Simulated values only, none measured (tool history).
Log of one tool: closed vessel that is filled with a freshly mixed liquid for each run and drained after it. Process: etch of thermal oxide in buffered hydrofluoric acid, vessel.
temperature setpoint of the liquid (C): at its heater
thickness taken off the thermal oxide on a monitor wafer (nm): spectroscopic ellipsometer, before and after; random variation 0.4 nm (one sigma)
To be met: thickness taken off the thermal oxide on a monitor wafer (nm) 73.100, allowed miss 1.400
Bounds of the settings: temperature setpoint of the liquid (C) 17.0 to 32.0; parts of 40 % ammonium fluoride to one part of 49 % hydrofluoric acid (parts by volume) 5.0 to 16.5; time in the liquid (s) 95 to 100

run    day  temperature setpoint of the liquid (C)  parts of 40 % ammonium fluoride to one part of 49 % hydrofluoric acid (parts by volume)  time in the liquid (s)  thickness taken off the thermal oxide on a monitor wafer (nm)
  1  0.000                                    24.0                                                                                     10.0                      95                                                        117.160
  2  0.150                                    24.0                                                                                     10.0                     100                                                        124.880
  3  0.212                                    24.0                                                                                      8.0                     100                                                        150.700
  4  0.346                                    24.0                                                                                      6.0                     100                                                        198.620
  5  0.546                                    22.5                                                                                      7.0                     100                                                        159.370
  6  0.712                                    22.5                                                                                      7.0                     100                                                        160.330
  7  0.988                                    21.5                                                                                      8.0                     100                                                        130.710
     1.117  -- thermometer replaced
  8  1.117                                    20.5                                                                                      8.5                     100                                                        105.670
  9  1.275                                    20.0                                                                                      8.5                     100                                                        103.050
 10  1.629                                    17.0                                                                                     11.0                     100                                                         69.372

Which of these 4 next moves meets every target?
  A  1.983                                    17.0                                                                                     12.0                     100                                                              ?
  B  1.983                                    18.0                                                                                     11.5                     100                                                              ?
  C  1.983                                    17.5                                                                                     11.5                     100                                                              ?
  D  1.983                                    18.0                                                                                     10.5                      95                                                              ?

move  thickness taken off the thermal oxide on a monitor wafer (nm)
   A                                                         63.890
   B                                                         70.510
   C                                                         68.533
   D                                                         73.204
A: further off than the last run
B: nearer than the last run, and not there yet
C: further off than the last run
D: meets every target
The right move is D.

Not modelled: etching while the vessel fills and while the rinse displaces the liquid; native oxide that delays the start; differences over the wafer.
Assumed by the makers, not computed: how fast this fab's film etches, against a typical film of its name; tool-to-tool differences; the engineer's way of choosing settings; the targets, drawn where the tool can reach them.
